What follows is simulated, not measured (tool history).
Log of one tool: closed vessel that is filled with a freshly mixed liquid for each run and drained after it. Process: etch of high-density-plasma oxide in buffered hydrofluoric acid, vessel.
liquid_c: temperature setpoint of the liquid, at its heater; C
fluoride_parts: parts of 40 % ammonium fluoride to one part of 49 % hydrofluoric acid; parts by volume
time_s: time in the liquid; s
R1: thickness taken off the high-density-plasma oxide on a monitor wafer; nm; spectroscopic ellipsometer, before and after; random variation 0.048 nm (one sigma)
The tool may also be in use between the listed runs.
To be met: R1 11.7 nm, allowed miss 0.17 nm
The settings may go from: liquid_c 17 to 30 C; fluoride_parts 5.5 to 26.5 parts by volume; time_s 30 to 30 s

{"run": 1, "hour": 0.0, "liquid_c": 22, "fluoride_parts": 16, "time_s": 30, "R1": 22.551}
{"run": 2, "hour": 4.6, "liquid_c": 22, "fluoride_parts": 18.5, "time_s": 30, "R1": 19.679}
{"run": 3, "hour": 12.4, "liquid_c": 23, "fluoride_parts": 18.5, "time_s": 30, "R1": 20.724}
{"run": 4, "hour": 21.3, "liquid_c": 21.5, "fluoride_parts": 18.5, "time_s": 30, "R1": 18.945}
{"run": 5, "hour": 27.5, "liquid_c": 20, "fluoride_parts": 19.5, "time_s": 30, "R1": 16.539}
{"run": 6, "hour": 35.0, "liquid_c": 20, "fluoride_parts": 17, "time_s": 30, "R1": 19.197}
{"run": 7, "hour": 37.7, "liquid_c": 19, "fluoride_parts": 19, "time_s": 30, "R1": 16.203}
{"run": 8, "hour": 39.8, "liquid_c": 18.5, "fluoride_parts": 20, "time_s": 30, "R1": 14.901}
{"run": 9, "hour": 45.2, "liquid_c": 18, "fluoride_parts": 21, "time_s": 30, "R1": 13.877}
{"run": 10, "hour": 47.1, "liquid_c": 17.5, "fluoride_parts": 21.5, "time_s": 30, "R1": 13.102}
{"run": 11, "hour": 55.5, "liquid_c": 17.5, "fluoride_parts": 22, "time_s": 30, "R1": 12.848}
{"run": 12, "hour": 58.2, "liquid_c": 17.5, "fluoride_parts": 22.5, "time_s": 30, "R1": 12.534}
{"run": 13, "hour": 64.1, "liquid_c": 17, "fluoride_parts": 23.5, "time_s": 30, "R1": 11.96}

Which of these 4 next moves meets every target?
{"run": "A", "hour": 70.0, "liquid_c": 18, "fluoride_parts": 25, "time_s": 30, "R1": "?"}
{"run": "B", "hour": 70.0, "liquid_c": 17, "fluoride_parts": 23, "time_s": 30, "R1": "?"}
{"run": "C", "hour": 70.0, "liquid_c": 17, "fluoride_parts": 22.5, "time_s": 30, "R1": "?"}
{"run": "D", "hour": 70.0, "liquid_c": 17.5, "fluoride_parts": 25, "time_s": 30, "R1": "?"}

move=A R1=11.992
move=B R1=11.999
move=C R1=12.182
move=D R1=11.655
A: further off than the last run
B: further off than the last run
C: further off than the last run
D: meets every target
The right move is D.

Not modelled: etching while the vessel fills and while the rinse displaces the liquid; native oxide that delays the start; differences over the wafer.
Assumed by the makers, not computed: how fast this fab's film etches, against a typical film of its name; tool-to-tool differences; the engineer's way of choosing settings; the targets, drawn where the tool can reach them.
